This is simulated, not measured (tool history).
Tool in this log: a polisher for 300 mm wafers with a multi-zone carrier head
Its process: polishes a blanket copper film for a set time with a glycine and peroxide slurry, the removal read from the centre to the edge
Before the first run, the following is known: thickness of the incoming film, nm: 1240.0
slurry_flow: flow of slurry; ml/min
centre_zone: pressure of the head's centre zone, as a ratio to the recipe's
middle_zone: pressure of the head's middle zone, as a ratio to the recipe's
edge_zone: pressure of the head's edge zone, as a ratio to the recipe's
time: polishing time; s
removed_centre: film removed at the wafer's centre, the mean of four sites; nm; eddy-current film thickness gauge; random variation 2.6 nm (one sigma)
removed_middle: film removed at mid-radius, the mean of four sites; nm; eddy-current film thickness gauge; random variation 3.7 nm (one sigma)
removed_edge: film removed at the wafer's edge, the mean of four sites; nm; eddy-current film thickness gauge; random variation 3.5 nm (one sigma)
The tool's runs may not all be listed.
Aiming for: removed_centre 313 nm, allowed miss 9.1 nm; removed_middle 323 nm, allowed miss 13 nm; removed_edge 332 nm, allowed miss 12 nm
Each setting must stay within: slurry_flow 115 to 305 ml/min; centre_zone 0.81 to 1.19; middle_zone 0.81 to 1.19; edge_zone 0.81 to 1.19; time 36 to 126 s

| run | day | slurry_flow | centre_zone | middle_zone | edge_zone | time | removed_centre | removed_middle | removed_edge |
|---|---|---|---|---|---|---|---|---|---|
| 1 | 0 | 195 | 1 | 1 | 1 | 81 | 380.2 | 372.7 | 375.8 |
| 2 | 0.054 | 180 | 0.97 | 0.98 | 0.97 | 80 | 355.18 | 372.39 | 367.26 |
| 3 | 0.192 | 175 | 0.97 | 0.95 | 0.96 | 77 | 338.76 | 341 | 346.76 |
| 4 | 0.388 | 175 | 0.97 | 0.95 | 1.03 | 77 | 346.12 | 341.71 | 354.44 |
| 5 | 0.592 | 175 | 0.97 | 0.91 | 1.03 | 77 | 340.63 | 337.01 | 360.38 |
| 6 | 0.788 | 175 | 0.97 | 0.94 | 1.03 | 77 | 343.55 | 339.93 | 363.71 |
| 7 | 0.862 | 170 | 0.96 | 0.93 | 1 | 76 | 329.08 | 333.96 | 352.17 |
| 8 | 0.929 | 160 | 0.96 | 0.93 | 0.98 | 75 | 322.04 | 321.02 | 339.16 |

5 candidate next runs follow, results not yet known. Just one meets every target within its allowed miss. Identify it.
| A | 0.996 | 215 | 0.93 | 0.93 | 0.95 | 72 | ? | ? | ? |
| B | 0.996 | 155 | 1.08 | 0.96 | 1.12 | 70 | ? | ? | ? |
| C | 0.996 | 165 | 0.88 | 0.91 | 1 | 77 | ? | ? | ? |
| D | 0.996 | 165 | 0.89 | 0.92 | 0.98 | 74 | ? | ? | ? |
| E | 0.996 | 180 | 0.98 | 0.94 | 1 | 75 | ? | ? | ? |

| move | removed_centre | removed_middle | removed_edge |
|---|---|---|---|
| A | 316.62 | 319.54 | 338.1 |
| B | 335.95 | 301.2 | 341.72 |
| C | 304.78 | 321.21 | 358.79 |
| D | 296.28 | 311.51 | 341.43 |
| E | 336.95 | 326.43 | 353.42 |
A: all results land within tolerance of their targets
B: lands further from the targets than the last run did
C: the furthest-off result lands on target, but another misses its tolerance
D: takes the result that was furthest off past its target
E: lands further from the targets than the last run did
A meets every target.

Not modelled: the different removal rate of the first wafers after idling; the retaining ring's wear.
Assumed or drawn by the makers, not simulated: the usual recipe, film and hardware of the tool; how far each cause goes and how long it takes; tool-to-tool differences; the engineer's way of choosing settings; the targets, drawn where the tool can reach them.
